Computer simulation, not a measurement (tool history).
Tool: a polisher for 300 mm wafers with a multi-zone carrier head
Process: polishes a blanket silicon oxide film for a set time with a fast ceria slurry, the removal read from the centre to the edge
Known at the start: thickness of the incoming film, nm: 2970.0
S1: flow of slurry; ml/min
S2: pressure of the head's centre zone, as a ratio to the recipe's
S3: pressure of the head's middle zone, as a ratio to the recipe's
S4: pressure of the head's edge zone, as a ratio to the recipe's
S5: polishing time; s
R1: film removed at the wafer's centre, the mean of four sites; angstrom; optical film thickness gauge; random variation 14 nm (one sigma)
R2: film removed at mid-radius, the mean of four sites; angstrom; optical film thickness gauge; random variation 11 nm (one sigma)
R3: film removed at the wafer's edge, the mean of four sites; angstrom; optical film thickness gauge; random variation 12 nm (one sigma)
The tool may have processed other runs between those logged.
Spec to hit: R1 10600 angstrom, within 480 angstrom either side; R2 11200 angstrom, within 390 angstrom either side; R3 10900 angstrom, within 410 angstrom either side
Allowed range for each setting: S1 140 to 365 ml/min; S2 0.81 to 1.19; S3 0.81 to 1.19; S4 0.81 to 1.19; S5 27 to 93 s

run	hour	S1	S2	S3	S4	S5	R1	R2	R3
1	0	235	1	1	1	59	8410.4	8621.9	8464.7
2	0.8	240	1.01	1.02	1.03	61	9185.2	8826.7	8914
3	7.9	240	1.09	1.02	1.03	61	9834.2	8975.8	8770.2
4	13.4	240	1.06	1.05	1.04	63	9953.8	9456.3	8946.1
5	17.1	240	1.06	1.05	0.99	63	9742	9644	9094.2
6	22.9	265	1.06	1.05	0.99	63	9730.1	9362.2	9182.9
7	28.6	270	1.04	1.06	0.98	65	9892.3	10016	9210.4
8	31.6	270	1.02	1.05	0.99	67	10169	10224	9599.4
9	33	270	1	1.04	0.99	69	10238	10393	9954.2
10	34.7	270	1	1.04	0.99	69	10327	10507	9767.9
11	39.3	275	0.97	1.02	1	71	10022	10748	10198

Which single option among these 5 for the next run brings every result within its allowed miss of target? Just one does.
A	43.9	295	1	1.07	1.11	65	?	?	?
B	43.9	285	0.87	0.89	1.07	74	?	?	?
C	43.9	300	0.95	0.99	0.99	75	?	?	?
D	43.9	260	1.01	0.98	1.13	71	?	?	?
E	43.9	310	1.1	1.12	0.98	70	?	?	?

move	R1	R2	R3
A	9832.6	9859	9922.9
B	9685.6	10131	11080
C	10788	10916	10840
D	10700	10132	10847
E	11716	10943	10079
A: moves away from the targets compared with the last run
B: puts the biggest miss on target and leaves a different result outside tolerance
C: all results in spec
D: puts the biggest miss on target and leaves a different result outside tolerance
E: moves away from the targets compared with the last run
C meets every target.

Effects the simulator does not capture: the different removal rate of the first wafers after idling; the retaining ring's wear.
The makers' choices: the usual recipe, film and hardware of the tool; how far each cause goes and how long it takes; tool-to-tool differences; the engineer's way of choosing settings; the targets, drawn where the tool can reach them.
